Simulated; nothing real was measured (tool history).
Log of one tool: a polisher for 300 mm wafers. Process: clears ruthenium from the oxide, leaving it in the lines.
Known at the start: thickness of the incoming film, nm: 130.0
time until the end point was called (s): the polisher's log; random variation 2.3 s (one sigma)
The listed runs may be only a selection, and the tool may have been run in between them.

run	hour	flow of slurry (ml/min)	pressure of the wafer on the pad (psi)	speed of the pad under the wafer (m/s)	overpolish time after the end point (s)	time until the end point was called (s)
1	0.0	195	1.5	1.28	21	110.410
2	6.0	195	1.5	1.46	21	99.304
3	9.2	195	1.5	1.46	21	99.151
4	16.0	195	1.3	1.44	21	115.920
5	20.4	195	1.2	1.42	21	126.710
6	27.2	195	1.4	1.42	21	108.860

Run 7 has not been measured yet. What should we expect?
7	33.4	195	1.3	1.40	21	?

Run 7 yielded time until the end point was called (s) 116.520.
